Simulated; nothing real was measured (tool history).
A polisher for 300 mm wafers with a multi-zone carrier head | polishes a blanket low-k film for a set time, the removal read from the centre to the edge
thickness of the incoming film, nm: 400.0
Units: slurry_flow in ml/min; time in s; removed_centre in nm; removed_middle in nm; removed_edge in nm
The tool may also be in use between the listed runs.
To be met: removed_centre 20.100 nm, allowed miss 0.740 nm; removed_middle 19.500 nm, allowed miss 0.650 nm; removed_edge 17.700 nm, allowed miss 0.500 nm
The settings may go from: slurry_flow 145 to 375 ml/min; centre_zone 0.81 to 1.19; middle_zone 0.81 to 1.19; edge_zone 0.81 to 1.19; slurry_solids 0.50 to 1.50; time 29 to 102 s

run  hour  slurry_flow  centre_zone  middle_zone  edge_zone  slurry_solids  time  removed_centre  removed_middle  removed_edge
  1   0.0          240         1.00         1.00       1.00           1.00    65          22.278          22.403        22.197
  2   4.2          240         0.95         1.00       1.00           1.00    65          21.285          22.281        22.141
  3   7.8          240         0.96         1.00       0.98           0.95    65          20.950          21.402        21.170
  4  14.6          235         0.96         1.00       0.96           0.95    65          21.329          22.010        21.122
  5  16.9          235         0.96         0.99       0.94           0.90    65          21.445          20.795        20.600
  6  22.0          235         0.95         1.00       0.92           0.85    65          19.911          20.924        19.922
  7  24.6          235         0.96         1.00       0.90           0.85    65          20.464          20.938        19.884
  8  27.0          230         0.97         1.00       0.89           0.85    65          20.417          21.072        19.519
  9  35.7          225         0.98         0.99       0.88           0.85    65          20.509          20.511        19.585
 10  37.1          225         0.99         0.99       0.87           0.85    65          20.881          20.358        19.384
 11  40.5          220         0.99         0.99       0.86           0.85    65          21.223          20.352        19.090
 12  46.6          215         0.99         0.99       0.85           0.85    65          20.599          20.445        19.034

Which of these 5 next moves meets every target?
  A  52.7          145         0.95         0.93       0.94           1.20    65               ?               ?             ?
  B  52.7          200         0.93         0.92       0.85           0.85    70               ?               ?             ?
  C  52.7          205         1.08         1.05       0.81           0.95    55               ?               ?             ?
  D  52.7          245         1.05         1.05       0.90           0.65    65               ?               ?             ?
  E  52.7          305         0.86         0.96       0.99           0.65    74               ?               ?             ?

move  removed_centre  removed_middle  removed_edge
   A          21.205          20.598        21.660
   B          20.906          20.421        20.380
   C          20.039          18.779        16.383
   D          20.310          19.527        17.752
   E          19.397          21.119        21.542
A: further off than the last run
B: further off than the last run
C: takes the result that was furthest off past its target
D: meets every target
E: further off than the last run
Answer: D
